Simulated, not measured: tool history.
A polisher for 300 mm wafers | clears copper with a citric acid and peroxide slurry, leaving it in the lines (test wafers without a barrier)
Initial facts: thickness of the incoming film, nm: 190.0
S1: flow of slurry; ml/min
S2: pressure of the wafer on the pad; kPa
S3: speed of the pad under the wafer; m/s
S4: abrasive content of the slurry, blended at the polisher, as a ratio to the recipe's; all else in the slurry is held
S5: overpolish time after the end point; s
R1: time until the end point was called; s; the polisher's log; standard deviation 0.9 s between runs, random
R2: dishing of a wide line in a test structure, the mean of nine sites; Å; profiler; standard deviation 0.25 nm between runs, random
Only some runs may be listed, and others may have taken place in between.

run 1 hour=0.0 | S1=320 S2=20.7 S3=0.94 S4=1.00 S5=17 | R1=110.580 R2=210.670
run 2 hour=1.9 | S1=320 S2=22.1 S3=0.94 S4=1.00 S5=14 | R1=107.860 R2=183.270
run 3 hour=9.4 | S1=320 S2=22.1 S3=0.72 S4=1.00 S5=14 | R1=125.040 R2=165.490
run 4 hour=11.0 | S1=320 S2=22.1 S3=0.72 S4=0.85 S5=14 | R1=132.160 R2=156.700
run 5 hour=16.7 | S1=320 S2=22.1 S3=0.50 S4=0.85 S5=14 | R1=162.750 R2=132.210
run 6 hour=21.5 | S1=320 S2=25.5 S3=0.50 S4=0.85 S5=14 | R1=149.120 R2=147.360
run 7 hour=28.1 | S1=330 S2=20.0 S3=0.76 S4=0.95 S5=6 | R1=135.610 R2=68.443
run 8 hour=33.0 | S1=330 S2=22.8 S3=0.78 S4=0.95 S5=6 | R1=118.020 R2=77.648
run 9 hour=38.1 | S1=330 S2=24.8 S3=0.80 S4=0.95 S5=6 | R1=110.670 R2=85.601
run 10 hour=45.6 | S1=330 S2=26.2 S3=0.82 S4=0.95 S5=6 | R1=103.920 R2=89.429
run 11 hour=52.2 | S1=330 S2=27.6 S3=0.84 S4=0.95 S5=6 | R1=96.103 R2=95.081
run 12 hour=54.7 | S1=330 S2=31.7 S3=0.86 S4=0.95 S5=10 | R1=85.037 R2=175.860
run 13 hour=56.0 | S1=330 S2=31.7 S3=0.86 S4=0.95 S5=10 | R1=85.038 R2=171.530
run 14 hour=60.6 | S1=330 S2=31.7 S3=0.88 S4=0.95 S5=9 | R1=82.379 R2=163.590

The next listed run, before its measurement:
run 15 hour=68.3 | S1=330 S2=31.7 S3=0.88 S4=0.95 S5=8 | R1=? R2=?

{"run 15": {"R1": 81.9, "R2": 144.29}}
